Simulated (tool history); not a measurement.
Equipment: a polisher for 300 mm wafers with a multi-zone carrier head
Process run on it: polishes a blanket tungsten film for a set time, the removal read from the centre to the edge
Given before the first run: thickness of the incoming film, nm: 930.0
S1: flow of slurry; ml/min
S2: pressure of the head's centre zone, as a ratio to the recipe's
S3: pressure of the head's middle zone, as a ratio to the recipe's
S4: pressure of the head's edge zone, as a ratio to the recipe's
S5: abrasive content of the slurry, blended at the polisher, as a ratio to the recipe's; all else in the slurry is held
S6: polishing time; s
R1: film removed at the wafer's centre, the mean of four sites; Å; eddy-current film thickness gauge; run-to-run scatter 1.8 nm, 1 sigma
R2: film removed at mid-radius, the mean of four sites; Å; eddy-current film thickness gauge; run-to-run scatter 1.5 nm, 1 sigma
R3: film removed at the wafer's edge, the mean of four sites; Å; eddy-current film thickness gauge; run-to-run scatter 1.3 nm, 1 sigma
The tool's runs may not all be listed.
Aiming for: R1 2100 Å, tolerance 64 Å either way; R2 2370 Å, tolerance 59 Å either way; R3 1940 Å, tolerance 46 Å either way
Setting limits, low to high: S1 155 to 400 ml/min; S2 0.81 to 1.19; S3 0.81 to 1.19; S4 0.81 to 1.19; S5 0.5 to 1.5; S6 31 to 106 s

run 1 day=0 | S1=255 S2=1 S3=1 S4=1 S5=1 S6=68 | R1=1866.3 R2=1909.7 R3=1894.6
run 2 day=0.271 | S1=255 S2=1 S3=1 S4=1.08 S5=1 S6=68 | R1=1853.6 R2=1888.1 R3=1967.1
run 3 day=0.308 | S1=255 S2=1 S3=1 S4=1.08 S5=1 S6=51 | R1=1395.1 R2=1416.1 R3=1458.7
run 4 day=0.608 | S1=275 S2=1.02 S3=1.05 S4=1.06 S5=1.15 S6=54 | R1=1577.8 R2=1642.6 R3=1588.5
run 5 day=0.783 | S1=275 S2=1.08 S3=1.05 S4=1.06 S5=1.15 S6=54 | R1=1675 R2=1634.4 R3=1616.4
run 6 day=0.888 | S1=295 S2=1.08 S3=1.09 S4=1.05 S5=1.25 S6=56 | R1=1784.8 R2=1822 R3=1686.1
run 7 day=0.912 | S1=310 S2=1.08 S3=1.12 S4=1.05 S5=1.3 S6=57 | R1=1834.8 R2=1897.7 R3=1747.9
run 8 day=1.029 | S1=315 S2=1.07 S3=1.14 S4=1.02 S5=1.35 S6=59 | R1=1933.1 R2=2043 R3=1818.4
-- day=1.346 worn pad replaced by a new one
run 9 day=1.346 | S1=325 S2=1.06 S3=1.15 S4=1 S5=1.4 S6=60 | R1=2072.2 R2=2275.3 R3=2001.1
run 10 day=1.517 | S1=325 S2=1.06 S3=1.16 S4=0.98 S5=1.35 S6=60 | R1=2091.4 R2=2269.3 R3=1935.6
run 11 day=1.804 | S1=330 S2=1.05 S3=1.17 S4=0.98 S5=1.35 S6=60 | R1=2089.3 R2=2289 R3=1945.9

Of the 5 settings listed for the next run, only one would bring every result within its allowed miss of target. Which one?
run A day=2.092 | S1=335 S2=1.05 S3=1.11 S4=1.03 S5=1.35 S6=60 | R1=? R2=? R3=?
run B day=2.092 | S1=320 S2=1.04 S3=1.19 S4=1.04 S5=1.1 S6=61 | R1=? R2=? R3=?
run C day=2.092 | S1=335 S2=1.02 S3=1.11 S4=0.99 S5=1.3 S6=61 | R1=? R2=? R3=?
run D day=2.092 | S1=400 S2=1.1 S3=1.09 S4=0.93 S5=1.25 S6=62 | R1=? R2=? R3=?
run E day=2.092 | S1=350 S2=1.03 S3=1.19 S4=0.92 S5=1 S6=66 | R1=? R2=? R3=?

move=A R1=2090.4 R2=2176.2 R3=1993.7
move=B R1=1990.1 R2=2218.9 R3=1925
move=C R1=2044.2 R2=2191.7 R3=1969.2
move=D R1=2253 R2=2201.2 R3=1944.8
move=E R1=2098.6 R2=2361.5 R3=1928.4
A: its largest miss is bigger than the last run's
B: its largest miss is bigger than the last run's
C: its largest miss is bigger than the last run's
D: its largest miss is bigger than the last run's
E: each result inside its tolerance
The right move is E.

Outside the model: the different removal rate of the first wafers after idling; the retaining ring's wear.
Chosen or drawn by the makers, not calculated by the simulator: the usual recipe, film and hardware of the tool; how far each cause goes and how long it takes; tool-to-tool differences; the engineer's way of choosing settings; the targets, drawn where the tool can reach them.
